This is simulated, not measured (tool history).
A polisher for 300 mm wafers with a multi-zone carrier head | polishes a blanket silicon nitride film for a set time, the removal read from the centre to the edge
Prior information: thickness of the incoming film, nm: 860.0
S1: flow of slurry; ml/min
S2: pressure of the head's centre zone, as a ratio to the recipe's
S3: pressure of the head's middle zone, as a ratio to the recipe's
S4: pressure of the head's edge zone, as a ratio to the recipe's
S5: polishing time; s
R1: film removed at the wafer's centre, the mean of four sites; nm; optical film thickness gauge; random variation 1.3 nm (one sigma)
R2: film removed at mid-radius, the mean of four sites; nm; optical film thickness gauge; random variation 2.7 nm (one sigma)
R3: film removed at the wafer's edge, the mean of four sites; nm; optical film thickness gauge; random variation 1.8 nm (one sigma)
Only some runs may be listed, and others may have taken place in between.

| run | hour | S1 | S2 | S3 | S4 | S5 | R1 | R2 | R3 |
|---|---|---|---|---|---|---|---|---|---|
| 1 | 0 | 225 | 1 | 1 | 1 | 80 | 152.66 | 153.63 | 152.01 |
| 2 | 8.5 | 225 | 1 | 1.06 | 1 | 80 | 150.54 | 165.56 | 152.73 |
| 3 | 16.7 | 225 | 1 | 1.06 | 1 | 95 | 182.15 | 189.59 | 180.11 |
| 4 | 25.2 | 220 | 0.99 | 1.07 | 1.01 | 95 | 177.94 | 198.62 | 182.21 |
| 5 | 26.7 | 275 | 0.99 | 1.07 | 1.01 | 95 | 183.17 | 205.58 | 179.5 |
| 6 | 28 | 275 | 0.99 | 1.07 | 1.01 | 115 | 222.08 | 247.19 | 223.4 |
| 7 | 30.2 | 275 | 0.97 | 1.06 | 1 | 113 | 213.65 | 241.6 | 213.69 |
| 8 | 35 | 270 | 0.95 | 1.05 | 1 | 112 | 211.55 | 228.28 | 217.13 |
| 9 | 41.7 | 270 | 0.93 | 1.06 | 1 | 110 | 202.65 | 226.62 | 207.18 |

What does the tool deliver on the next run?
| 10 | 47.3 | 265 | 0.92 | 1.07 | 1.01 | 109 | ? | ? | ? |

{"run 10": {"R1": 198.68, "R2": 229.62, "R3": 214.29}}
